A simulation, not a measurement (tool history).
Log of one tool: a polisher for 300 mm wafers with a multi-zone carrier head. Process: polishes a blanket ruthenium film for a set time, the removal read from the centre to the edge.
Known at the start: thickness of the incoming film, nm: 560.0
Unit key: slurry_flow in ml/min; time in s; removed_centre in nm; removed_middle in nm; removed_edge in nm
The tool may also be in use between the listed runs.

Run 1, hour 0: slurry_flow 245 ml/min, centre_zone 1, middle_zone 1, edge_zone 1, time 83 s. Result: removed_centre 128.61 nm, removed_middle 130.75 nm, removed_edge 134.64 nm.
Run 2, hour 1.6: slurry_flow 245 ml/min, centre_zone 1, middle_zone 1, edge_zone 1.07, time 83 s. Result: removed_centre 128.47 nm, removed_middle 129.62 nm, removed_edge 137.53 nm.
Run 3, hour 9.2: slurry_flow 245 ml/min, centre_zone 1, middle_zone 1.08, edge_zone 1.07, time 83 s. Result: removed_centre 129.21 nm, removed_middle 139.87 nm, removed_edge 138.92 nm.
Run 4, hour 9.8: slurry_flow 265 ml/min, centre_zone 1.03, middle_zone 1.08, edge_zone 1.11, time 84 s. Result: removed_centre 136.57 nm, removed_middle 142.91 nm, removed_edge 143.54 nm.
Run 5, hour 14.1: slurry_flow 265 ml/min, centre_zone 1.07, middle_zone 1.08, edge_zone 1.11, time 84 s. Result: removed_centre 141.4 nm, removed_middle 145.84 nm, removed_edge 143.91 nm.
Run 6, hour 21.1: slurry_flow 280 ml/min, centre_zone 1.08, middle_zone 1.06, edge_zone 1.14, time 85 s. Result: removed_centre 143.83 nm, removed_middle 144.06 nm, removed_edge 148.87 nm.

What does the tool deliver on the next run?
Run 7, hour 21.7: slurry_flow 295 ml/min, centre_zone 1.1, middle_zone 1.06, edge_zone 1.15, time 85 s. Result: removed_centre ?, removed_middle ?, removed_edge ?.

Run 7 produced removed_centre 149.03 nm, removed_middle 145.86 nm, removed_edge 150.53 nm.
